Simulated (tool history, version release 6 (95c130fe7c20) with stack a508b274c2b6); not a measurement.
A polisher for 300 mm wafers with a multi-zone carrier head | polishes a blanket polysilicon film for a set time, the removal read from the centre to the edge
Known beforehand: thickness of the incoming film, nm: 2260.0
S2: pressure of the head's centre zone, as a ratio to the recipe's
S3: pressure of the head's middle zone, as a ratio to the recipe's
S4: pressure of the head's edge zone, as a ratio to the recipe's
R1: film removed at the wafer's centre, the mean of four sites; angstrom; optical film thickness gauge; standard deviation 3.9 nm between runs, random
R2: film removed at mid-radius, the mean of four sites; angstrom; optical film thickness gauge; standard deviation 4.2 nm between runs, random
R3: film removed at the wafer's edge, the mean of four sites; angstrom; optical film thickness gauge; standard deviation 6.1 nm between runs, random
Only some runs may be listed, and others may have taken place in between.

{"run": 1, "hour": 0.0, "flow of slurry (ml/min)": 195, "S2": 1, "S3": 1, "S4": 1, "polishing time (s)": 67, "R1": 8518.4, "R2": 7960.1, "R3": 7807.9}
{"run": 2, "hour": 6.9, "flow of slurry (ml/min)": 190, "S2": 0.98, "S3": 0.99, "S4": 0.97, "polishing time (s)": 63, "R1": 7807.1, "R2": 7265, "R3": 7213.3}
{"run": 3, "hour": 15.2, "flow of slurry (ml/min)": 190, "S2": 0.98, "S3": 0.99, "S4": 0.97, "polishing time (s)": 52, "R1": 6560.9, "R2": 5974.2, "R3": 5977.5}
{"run": 4, "hour": 17.8, "flow of slurry (ml/min)": 190, "S2": 1.01, "S3": 0.99, "S4": 0.97, "polishing time (s)": 52, "R1": 6694.2, "R2": 6032.3, "R3": 5940.8}
{"run": 5, "hour": 24.6, "flow of slurry (ml/min)": 190, "S2": 0.98, "S3": 0.99, "S4": 0.97, "polishing time (s)": 52, "R1": 6499.8, "R2": 6111.1, "R3": 5920.8}
{"run": 6, "hour": 31.9, "flow of slurry (ml/min)": 190, "S2": 0.98, "S3": 0.99, "S4": 0.97, "polishing time (s)": 42, "R1": 5254.3, "R2": 4853.3, "R3": 4715.6}

What does the tool deliver on the next run?
{"run": 7, "hour": 40.5, "flow of slurry (ml/min)": 195, "S2": 0.98, "S3": 1, "S4": 0.99, "polishing time (s)": 43, "R1": "?", "R2": "?", "R3": "?"}

R1: 5435.4 angstrom
R2: 5016.3 angstrom
R3: 4976.3 angstrom
